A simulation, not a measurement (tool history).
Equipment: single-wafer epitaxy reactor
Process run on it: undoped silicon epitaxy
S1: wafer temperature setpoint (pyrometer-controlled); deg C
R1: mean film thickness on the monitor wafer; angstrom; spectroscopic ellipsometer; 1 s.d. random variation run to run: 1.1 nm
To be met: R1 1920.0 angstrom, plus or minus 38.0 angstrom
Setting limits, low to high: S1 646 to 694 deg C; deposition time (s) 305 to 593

{"run": 1, "day": 0.0, "S1": 670, "deposition time (s)": 449, "R1": 1218.9}
{"run": 2, "day": 0.158, "S1": 673, "deposition time (s)": 450, "R1": 1279.2}
{"run": 3, "day": 0.371, "S1": 673, "deposition time (s)": 513, "R1": 1457.2}
{"run": 4, "day": 0.45, "S1": 675, "deposition time (s)": 513, "R1": 1511.0}
{"run": 5, "day": 0.475, "S1": 675, "deposition time (s)": 538, "R1": 1592.1}
{"run": 6, "day": 0.721, "S1": 677, "deposition time (s)": 538, "R1": 1661.0}
{"run": 7, "day": 1.046, "S1": 678, "deposition time (s)": 538, "R1": 1685.0}
{"run": 8, "day": 1.4, "S1": 679, "deposition time (s)": 538, "R1": 1716.9}
{"run": 9, "day": 1.704, "S1": 680, "deposition time (s)": 538, "R1": 1745.4}
{"run": 10, "day": 2.017, "S1": 681, "deposition time (s)": 538, "R1": 1786.8}
{"run": 11, "day": 2.371, "S1": 682, "deposition time (s)": 538, "R1": 1792.5}
{"run": 12, "day": 2.533, "S1": 683, "deposition time (s)": 538, "R1": 1864.3}
{"run": 13, "day": 2.583, "S1": 683, "deposition time (s)": 538, "R1": 1853.7}
{"run": 14, "day": 2.779, "S1": 684, "deposition time (s)": 538, "R1": 1882.8}

Next run, 5 choices. One meets every target within its allowed miss, the rest don't. Which?
{"run": "A", "day": 2.975, "S1": 686, "deposition time (s)": 507, "R1": "?"}
{"run": "B", "day": 2.975, "S1": 681, "deposition time (s)": 554, "R1": "?"}
{"run": "C", "day": 2.975, "S1": 686, "deposition time (s)": 505, "R1": "?"}
{"run": "D", "day": 2.975, "S1": 682, "deposition time (s)": 538, "R1": "?"}
{"run": "E", "day": 2.975, "S1": 688, "deposition time (s)": 510, "R1": "?"}

move=A R1=1819.5
move=B R1=1817.8
move=C R1=1812.3
move=D R1=1797.3
move=E R1=1896.6
A: the biggest miss grows against the last run
B: the biggest miss grows against the last run
C: the biggest miss grows against the last run
D: the biggest miss grows against the last run
E: each result inside its tolerance
E meets every target.
